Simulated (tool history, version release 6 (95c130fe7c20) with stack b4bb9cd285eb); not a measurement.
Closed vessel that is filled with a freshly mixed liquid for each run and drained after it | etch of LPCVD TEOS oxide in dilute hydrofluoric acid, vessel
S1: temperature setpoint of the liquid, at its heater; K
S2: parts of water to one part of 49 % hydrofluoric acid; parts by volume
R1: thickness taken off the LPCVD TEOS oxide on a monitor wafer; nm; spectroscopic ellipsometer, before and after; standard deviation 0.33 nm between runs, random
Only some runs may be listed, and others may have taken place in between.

{"run": 1, "day": 0.0, "S1": 294.15, "S2": 140, "time in the liquid (s)": 105, "R1": 28.14}
{"run": 2, "day": 0.267, "S1": 294.15, "S2": 190, "time in the liquid (s)": 105, "R1": 19.632}
{"run": 3, "day": 0.508, "S1": 295.65, "S2": 175, "time in the liquid (s)": 105, "R1": 22.957}
{"run": 4, "day": 0.85, "S1": 295.65, "S2": 220, "time in the liquid (s)": 105, "R1": 17.509}
{"run": 5, "day": 1.125, "S1": 295.65, "S2": 220, "time in the liquid (s)": 110, "R1": 18.282}
{"run": 6, "day": 1.45, "S1": 296.65, "S2": 200, "time in the liquid (s)": 110, "R1": 21.119}
{"run": 7, "day": 1.617, "S1": 297.65, "S2": 175, "time in the liquid (s)": 110, "R1": 25.65}

Run 8, settings as shown, results not yet in. Your forecast:
{"run": 8, "day": 1.758, "S1": 298.15, "S2": 155, "time in the liquid (s)": 110, "R1": "?"}

{"run 8": {"R1": 30.397}}

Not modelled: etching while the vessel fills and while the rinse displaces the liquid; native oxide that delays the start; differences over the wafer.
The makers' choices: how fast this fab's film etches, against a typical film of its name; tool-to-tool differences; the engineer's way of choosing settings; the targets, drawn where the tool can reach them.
